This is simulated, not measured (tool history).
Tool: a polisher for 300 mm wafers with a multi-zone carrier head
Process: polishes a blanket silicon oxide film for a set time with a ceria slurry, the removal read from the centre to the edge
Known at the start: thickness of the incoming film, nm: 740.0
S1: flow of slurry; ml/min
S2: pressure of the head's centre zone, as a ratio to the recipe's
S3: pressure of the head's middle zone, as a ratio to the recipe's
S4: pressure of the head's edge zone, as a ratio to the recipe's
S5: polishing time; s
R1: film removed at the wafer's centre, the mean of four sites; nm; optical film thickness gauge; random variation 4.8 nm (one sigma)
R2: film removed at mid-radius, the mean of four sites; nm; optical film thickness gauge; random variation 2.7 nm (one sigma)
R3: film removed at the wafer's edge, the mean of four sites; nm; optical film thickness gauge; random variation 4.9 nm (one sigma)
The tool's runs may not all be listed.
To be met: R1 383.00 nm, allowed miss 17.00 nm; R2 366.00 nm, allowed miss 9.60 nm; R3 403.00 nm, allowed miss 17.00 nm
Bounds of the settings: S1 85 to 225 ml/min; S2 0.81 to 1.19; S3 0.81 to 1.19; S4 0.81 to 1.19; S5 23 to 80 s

run	hour	S1	S2	S3	S4	S5	R1	R2	R3
1	0.0	145	1.00	1.00	1.00	51	290.51	286.37	293.32
2	4.1	155	1.01	1.00	1.04	54	304.85	303.22	322.90
3	12.6	165	1.04	1.02	1.07	55	327.86	319.86	335.12
4	20.5	165	1.04	1.02	1.07	62	376.00	359.94	370.88
5	27.6	170	1.04	1.01	1.09	62	364.60	359.25	383.85
6	32.1	170	1.04	0.95	1.09	62	371.83	340.86	386.32
7	34.5	175	1.04	0.96	1.09	62	375.88	345.85	388.99
8	35.3	180	1.04	0.97	1.09	62	374.18	356.56	385.00
9	40.8	180	1.04	0.97	1.10	62	378.11	345.78	382.83

Which of these 5 next moves meets every target?
A	46.3	170	1.06	1.05	1.11	57	?	?	?
B	46.3	210	1.08	1.06	1.01	59	?	?	?
C	46.3	220	1.13	1.02	1.11	63	?	?	?
D	46.3	165	0.98	0.99	1.02	67	?	?	?
E	46.3	205	0.96	0.91	1.02	66	?	?	?

move	R1	R2	R3
A	360.62	342.03	364.57
B	395.05	369.08	371.89
C	444.55	384.23	415.25
D	389.11	381.35	412.32
E	390.56	363.91	417.41
A: further off than the last run
B: brings the result that was furthest off to its target, and leaves another outside
C: takes the result that was furthest off past its target
D: takes the result that was furthest off past its target
E: meets every target
The right move is E.
